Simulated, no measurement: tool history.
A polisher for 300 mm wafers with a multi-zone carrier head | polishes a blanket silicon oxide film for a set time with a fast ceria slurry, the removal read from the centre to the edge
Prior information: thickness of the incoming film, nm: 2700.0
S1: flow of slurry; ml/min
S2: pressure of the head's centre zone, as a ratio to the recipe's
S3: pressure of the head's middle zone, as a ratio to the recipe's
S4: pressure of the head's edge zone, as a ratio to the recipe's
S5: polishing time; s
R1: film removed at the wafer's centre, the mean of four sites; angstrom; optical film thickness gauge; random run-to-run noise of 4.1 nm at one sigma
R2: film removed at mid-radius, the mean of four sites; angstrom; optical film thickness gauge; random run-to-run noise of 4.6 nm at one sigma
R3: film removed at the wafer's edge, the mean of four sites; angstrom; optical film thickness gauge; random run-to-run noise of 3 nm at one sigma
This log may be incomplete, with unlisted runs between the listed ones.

run 1 hour=0 | S1=260 S2=1 S3=1 S4=1 S5=58 | R1=4530.7 R2=4417.1 R3=4475.2
run 2 hour=4.9 | S1=260 S2=1 S3=1 S4=0.95 S5=58 | R1=4488.1 R2=4462.5 R3=4353.5
run 3 hour=10.2 | S1=260 S2=1 S3=1 S4=0.95 S5=48 | R1=3753.7 R2=3688.2 R3=3580.8
run 4 hour=16.5 | S1=260 S2=1.07 S3=1 S4=0.95 S5=48 | R1=3966 R2=3636.3 R3=3582.6
run 5 hour=22.2 | S1=215 S2=1.07 S3=1 S4=0.95 S5=48 | R1=3859.6 R2=3642.7 R3=3533.2
run 6 hour=27.5 | S1=215 S2=1.09 S3=1.06 S4=0.95 S5=52 | R1=4266.3 R2=4074.1 R3=3818.3

Run 7 comes next. What will it give?
run 7 hour=34.4 | S1=225 S2=1.09 S3=1.1 S4=0.94 S5=55 | R1=? R2=? R3=?

R1: 4537.2 angstrom
R2: 4459.4 angstrom
R3: 4074.1 angstrom
